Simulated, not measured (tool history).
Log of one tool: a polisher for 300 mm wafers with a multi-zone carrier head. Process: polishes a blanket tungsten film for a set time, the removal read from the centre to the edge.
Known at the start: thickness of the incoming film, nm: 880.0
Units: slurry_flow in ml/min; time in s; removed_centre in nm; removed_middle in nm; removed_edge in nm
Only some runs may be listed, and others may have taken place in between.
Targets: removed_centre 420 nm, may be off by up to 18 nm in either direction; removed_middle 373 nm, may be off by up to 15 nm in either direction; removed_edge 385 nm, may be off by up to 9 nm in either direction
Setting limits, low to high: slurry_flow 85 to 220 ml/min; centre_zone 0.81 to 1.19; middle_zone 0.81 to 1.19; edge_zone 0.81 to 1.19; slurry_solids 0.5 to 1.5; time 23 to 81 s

run  hour  slurry_flow  centre_zone  middle_zone  edge_zone  slurry_solids  time  removed_centre  removed_middle  removed_edge
  1     0          140            1            1          1              1    52           309.5          298.83        310.17
  2   7.2          140            1            1          1           1.15    52          316.71          303.42        322.98
  3    14          140            1         0.95          1           1.15    52          322.18          290.23        321.71
  4  20.7          155         1.03         0.98       1.02            1.2    52          338.31          299.36        335.02
  5  29.6          165         1.06         1.03       1.02           1.25    52          350.21          327.09        333.19
  6  32.3          175         1.08         1.04       1.05            1.3    52          359.24          336.82        347.85
  7  34.4          180         1.11         1.05       1.06           1.35    52          382.23          350.54        354.95
  8  40.1          180         1.11         1.05       1.06           1.35    52          380.02          342.86         357.5
  9    41          185         1.12         1.06       1.07            1.4    52          392.34          344.68        361.69
 10  44.6          185         1.12         1.06       1.07            1.4    52          394.08          351.68        355.49
 11  48.2          190         1.12         1.06       1.09           1.45    52          391.97          357.66        362.87

Exactly one of the 4 candidate moves below puts every result within its allowed miss. Which one?
  A  51.8          205         1.03         1.19        1.1            1.5    49               ?               ?             ?
  B  51.8          200         1.17         1.05       1.05            1.5    49               ?               ?             ?
  C  51.8          220         1.12         1.08       1.12            1.5    53               ?               ?             ?
  D  51.8          180         1.01         1.04       1.15            1.4    57               ?               ?             ?

move  removed_centre  removed_middle  removed_edge
   A          345.45          372.43        354.73
   B          391.02          333.24        346.43
   C          410.13          373.59        390.25
   D          380.06          373.45        411.09
A: lands further from the targets than the last run did
B: lands further from the targets than the last run did
C: meets every target
D: the result that was furthest off in the last run now lies on the other side of its target
So the answer is move C, the one that meets all the targets.

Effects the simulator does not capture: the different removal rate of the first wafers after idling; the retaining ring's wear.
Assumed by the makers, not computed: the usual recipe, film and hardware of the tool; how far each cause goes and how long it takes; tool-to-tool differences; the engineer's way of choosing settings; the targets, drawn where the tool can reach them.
